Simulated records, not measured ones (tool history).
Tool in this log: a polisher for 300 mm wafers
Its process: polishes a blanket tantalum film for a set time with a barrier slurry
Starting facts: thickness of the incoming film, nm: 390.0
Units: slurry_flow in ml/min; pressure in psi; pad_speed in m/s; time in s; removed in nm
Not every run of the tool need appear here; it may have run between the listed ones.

run 1 hour=0.0 | slurry_flow=310 pressure=2.2 pad_speed=1.04 slurry_solids=1.0 time=51 | removed=96.155
run 2 hour=8.5 | slurry_flow=310 pressure=2.0 pad_speed=1.04 slurry_solids=1.0 time=51 | removed=85.815
run 3 hour=10.0 | slurry_flow=385 pressure=2.0 pad_speed=1.04 slurry_solids=1.0 time=51 | removed=90.043
run 4 hour=13.7 | slurry_flow=380 pressure=1.9 pad_speed=1.04 slurry_solids=1.0 time=51 | removed=87.063
run 5 hour=18.8 | slurry_flow=370 pressure=1.8 pad_speed=1.04 slurry_solids=1.0 time=51 | removed=84.782
run 6 hour=27.5 | slurry_flow=315 pressure=1.8 pad_speed=1.04 slurry_solids=1.0 time=51 | removed=79.834
run 7 hour=29.6 | slurry_flow=310 pressure=1.7 pad_speed=1.04 slurry_solids=1.0 time=51 | removed=74.893

What does the tool deliver on the next run?
run 8 hour=36.7 | slurry_flow=305 pressure=1.7 pad_speed=1.04 slurry_solids=1.0 time=51 | removed=?

Logged for run 8: removed 78.707 nm.

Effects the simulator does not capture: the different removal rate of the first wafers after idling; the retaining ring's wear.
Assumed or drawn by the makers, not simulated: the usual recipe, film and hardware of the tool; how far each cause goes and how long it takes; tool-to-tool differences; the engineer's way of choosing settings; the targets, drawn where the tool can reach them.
